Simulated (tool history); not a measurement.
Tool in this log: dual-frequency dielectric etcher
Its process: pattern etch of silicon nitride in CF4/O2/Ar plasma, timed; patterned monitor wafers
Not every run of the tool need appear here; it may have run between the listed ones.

| run | hour | source power (W) | bias power (W) | Ar flow (sccm) | CF4 flow (sccm) | etch time (s) | mean etch depth across the wafer (nm) |
|---|---|---|---|---|---|---|---|
| 1 | 0 | 460 | 59 | 136 | 81 | 167 | 324.37 |
| 2 | 7.3 | 430 | 58 | 136 | 81 | 167 | 309.87 |
| 3 | 11.6 | 430 | 58 | 136 | 81 | 167 | 309.09 |
| 4 | 15.7 | 490 | 58 | 136 | 81 | 167 | 337.61 |
| 5 | 16.6 | 450 | 57 | 137 | 81 | 167 | 314.83 |
| 6 | 18.7 | 490 | 57 | 137 | 81 | 167 | 332.36 |
| 7 | 20 | 450 | 56 | 138 | 81 | 167 | 312.33 |
| 8 | 21.9 | 420 | 55 | 138 | 81 | 167 | 295 |
| 9 | 24.4 | 420 | 55 | 138 | 81 | 167 | 297.7 |

Predict the results of run 10:
| 10 | 29.8 | 400 | 54 | 138 | 81 | 167 | ? |

mean etch depth across the wafer (nm): 284.67

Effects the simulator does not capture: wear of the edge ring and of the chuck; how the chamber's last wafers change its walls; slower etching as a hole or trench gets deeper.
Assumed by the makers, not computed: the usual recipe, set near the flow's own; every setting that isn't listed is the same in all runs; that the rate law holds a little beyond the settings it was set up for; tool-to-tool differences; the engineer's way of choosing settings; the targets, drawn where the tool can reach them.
